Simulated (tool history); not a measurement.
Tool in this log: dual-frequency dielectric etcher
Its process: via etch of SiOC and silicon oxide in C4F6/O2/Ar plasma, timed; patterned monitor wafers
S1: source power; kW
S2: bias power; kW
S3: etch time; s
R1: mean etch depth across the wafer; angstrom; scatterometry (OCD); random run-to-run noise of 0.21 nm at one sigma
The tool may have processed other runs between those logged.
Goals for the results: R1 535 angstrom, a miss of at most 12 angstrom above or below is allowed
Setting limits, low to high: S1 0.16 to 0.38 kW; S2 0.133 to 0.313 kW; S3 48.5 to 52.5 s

| run | hour | S1 | S2 | S3 | R1 |
|---|---|---|---|---|---|
| 1 | 0 | 0.27 | 0.223 | 52.5 | 594.82 |
| 2 | 1.6 | 0.26 | 0.221 | 52.5 | 585.29 |
| 3 | 9.2 | 0.26 | 0.255 | 52.5 | 605.95 |
| 4 | 17.1 | 0.26 | 0.255 | 48.5 | 559.96 |
| 5 | 25.1 | 0.26 | 0.254 | 48.5 | 558.94 |
| 6 | 27.4 | 0.26 | 0.285 | 48.5 | 580.38 |
| 7 | 30.9 | 0.2 | 0.272 | 48.5 | 516.53 |
| 8 | 34.9 | 0.2 | 0.272 | 48.5 | 516.46 |
| 9 | 41.9 | 0.2 | 0.273 | 48.5 | 514.54 |
| 10 | 50.4 | 0.2 | 0.274 | 48.5 | 512.67 |
| 11 | 53.7 | 0.2 | 0.275 | 48.5 | 517.27 |
| 12 | 59.4 | 0.2 | 0.276 | 48.5 | 518.35 |
| 13 | 66 | 0.2 | 0.276 | 48.5 | 515.5 |
| 14 | 71.3 | 0.2 | 0.276 | 48.5 | 520.97 |
| 15 | 72.7 | 0.2 | 0.276 | 48.5 | 516.23 |
| 16 | 75 | 0.2 | 0.277 | 48.5 | 519.2 |
| 17 | 79.4 | 0.2 | 0.278 | 48.5 | 517.34 |
| 18 | 84.4 | 0.2 | 0.279 | 48.5 | 517.95 |
| 19 | 85 | 0.2 | 0.28 | 48.5 | 524.37 |

5 candidate next runs follow, results not yet known. Just one meets every target within its allowed miss. Identify it.
| A | 85.6 | 0.2 | 0.266 | 48.5 | ? |
| B | 85.6 | 0.17 | 0.282 | 52.5 | ? |
| C | 85.6 | 0.16 | 0.303 | 50 | ? |
| D | 85.6 | 0.16 | 0.289 | 50.5 | ? |
| E | 85.6 | 0.17 | 0.262 | 50.5 | ? |

| move | R1 |
|---|---|
| A | 516.53 |
| B | 534.55 |
| C | 507.78 |
| D | 506.12 |
| E | 504.06 |
A: misses by more than the last run did
B: all results in spec
C: misses by more than the last run did
D: misses by more than the last run did
E: misses by more than the last run did
So the answer is move B, the one that meets all the targets.
